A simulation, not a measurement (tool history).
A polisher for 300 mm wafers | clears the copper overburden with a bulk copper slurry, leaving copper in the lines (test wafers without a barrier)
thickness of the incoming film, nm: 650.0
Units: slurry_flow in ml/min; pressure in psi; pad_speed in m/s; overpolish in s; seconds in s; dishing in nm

run 1 day=0 | slurry_flow=260 pressure=2.2 pad_speed=1.32 slurry_solids=1 overpolish=20 | seconds=65.079 dishing=64.516
run 2 day=0.117 | slurry_flow=260 pressure=2.2 pad_speed=1.2 slurry_solids=1 overpolish=20 | seconds=70.977 dishing=63.438
run 3 day=0.483 | slurry_flow=260 pressure=2.3 pad_speed=1.22 slurry_solids=1 overpolish=19 | seconds=66.158 dishing=62.726
run 4 day=0.729 | slurry_flow=260 pressure=2.4 pad_speed=1.22 slurry_solids=1 overpolish=19 | seconds=66.114 dishing=64.068
run 5 day=0.925 | slurry_flow=260 pressure=2 pad_speed=1.22 slurry_solids=1 overpolish=19 | seconds=72.864 dishing=59.256
run 6 day=1.092 | slurry_flow=260 pressure=2 pad_speed=1.06 slurry_solids=1 overpolish=19 | seconds=84.337 dishing=56.628

Run 7 comes next. What will it give?
run 7 day=1.375 | slurry_flow=260 pressure=2.2 pad_speed=1.1 slurry_solids=1 overpolish=18 | seconds=? dishing=?

{"run 7": {"seconds": 75.719, "dishing": 58.788}}

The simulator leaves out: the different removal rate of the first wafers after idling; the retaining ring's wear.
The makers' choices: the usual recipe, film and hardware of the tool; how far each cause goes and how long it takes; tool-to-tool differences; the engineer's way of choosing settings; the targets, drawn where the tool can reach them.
